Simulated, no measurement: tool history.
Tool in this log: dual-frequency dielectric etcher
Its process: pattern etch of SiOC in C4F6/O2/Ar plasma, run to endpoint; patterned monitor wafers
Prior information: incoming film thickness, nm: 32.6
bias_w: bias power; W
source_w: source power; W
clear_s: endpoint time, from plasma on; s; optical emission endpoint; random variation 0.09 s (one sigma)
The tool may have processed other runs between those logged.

run,hour,bias_w,source_w,clear_s
1,0,519,300,11.717
2,8.3,434,300,12.199
3,11.9,470,300,12.031
4,14,500,310,11.734
5,17.8,544,310,11.325
6,25.1,562,320,11.184
7,32.7,578,330,10.708

Estimate the outcome of run 8 from the log above:
8,33.9,584,330,?

{"run 8": {"clear_s": 10.98}}

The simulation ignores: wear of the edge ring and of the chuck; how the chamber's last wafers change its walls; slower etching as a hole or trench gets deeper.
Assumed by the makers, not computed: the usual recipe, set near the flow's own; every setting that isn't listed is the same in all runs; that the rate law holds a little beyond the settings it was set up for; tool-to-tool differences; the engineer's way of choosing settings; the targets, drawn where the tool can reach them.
